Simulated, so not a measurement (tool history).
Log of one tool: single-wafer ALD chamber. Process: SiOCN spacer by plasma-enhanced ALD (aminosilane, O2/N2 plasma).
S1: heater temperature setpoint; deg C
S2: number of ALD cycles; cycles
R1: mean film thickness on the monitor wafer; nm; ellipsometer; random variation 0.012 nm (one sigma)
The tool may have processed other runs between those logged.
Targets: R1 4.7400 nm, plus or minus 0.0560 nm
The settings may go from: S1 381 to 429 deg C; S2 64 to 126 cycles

{"run": 1, "hour": 0.0, "S1": 405, "S2": 95, "R1": 5.7407}
{"run": 2, "hour": 5.8, "S1": 410, "S2": 92, "R1": 5.4958}
{"run": 3, "hour": 11.9, "S1": 413, "S2": 89, "R1": 5.2461}
{"run": 4, "hour": 16.5, "S1": 405, "S2": 89, "R1": 5.3783}
{"run": 5, "hour": 23.6, "S1": 405, "S2": 99, "R1": 5.988}
{"run": 6, "hour": 26.3, "S1": 405, "S2": 108, "R1": 6.5284}
{"run": 7, "hour": 29.8, "S1": 405, "S2": 108, "R1": 6.5544}
{"run": 8, "hour": 35.5, "S1": 410, "S2": 101, "R1": 6.0058}
{"run": 9, "hour": 39.2, "S1": 414, "S2": 96, "R1": 5.635}
{"run": 10, "hour": 44.7, "S1": 417, "S2": 93, "R1": 5.398}
{"run": 11, "hour": 50.5, "S1": 420, "S2": 91, "R1": 5.2258}
{"run": 12, "hour": 58.1, "S1": 422, "S2": 89, "R1": 5.0547}
{"run": 13, "hour": 62.8, "S1": 424, "S2": 88, "R1": 4.9962}
{"run": 14, "hour": 67.4, "S1": 425, "S2": 87, "R1": 4.9099}
{"run": 15, "hour": 70.3, "S1": 429, "S2": 84, "R1": 4.6757}

Of the 4 settings listed for the next run, only one would bring every result within its allowed miss of target. Which one?
{"run": "A", "hour": 73.2, "S1": 429, "S2": 83, "R1": "?"}
{"run": "B", "hour": 73.2, "S1": 425, "S2": 81, "R1": "?"}
{"run": "C", "hour": 73.2, "S1": 423, "S2": 80, "R1": "?"}
{"run": "D", "hour": 73.2, "S1": 428, "S2": 85, "R1": "?"}

move=A R1=4.6191
move=B R1=4.5746
move=C R1=4.5512
move=D R1=4.7479
A: moves away from the targets compared with the last run
B: moves away from the targets compared with the last run
C: moves away from the targets compared with the last run
D: meets every target
Correct choice: D, which meets every target

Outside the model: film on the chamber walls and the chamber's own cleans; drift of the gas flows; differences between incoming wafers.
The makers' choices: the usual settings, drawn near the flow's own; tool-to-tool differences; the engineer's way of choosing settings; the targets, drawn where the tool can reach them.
